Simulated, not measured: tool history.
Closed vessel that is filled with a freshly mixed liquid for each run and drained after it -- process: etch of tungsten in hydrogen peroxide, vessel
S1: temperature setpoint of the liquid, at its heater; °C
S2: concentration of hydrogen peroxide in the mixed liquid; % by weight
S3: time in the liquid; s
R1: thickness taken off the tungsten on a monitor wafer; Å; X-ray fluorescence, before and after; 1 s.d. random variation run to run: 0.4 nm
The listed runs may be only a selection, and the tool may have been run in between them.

run  hour    S1    S2  S3      R1
  1     0    45    19  30  363.72
  2   8.5  46.5    19  30  401.95
  3    12    48    19  30  442.69
  4  20.3    48  17.5  30  423.67
  5  26.7    49  17.5  30   454.2
  6  27.6    50  17.5  30  474.71

Predict the results of run 7:
  7  32.6  50.5  17.5  30   ?

R1: 490.83 Å
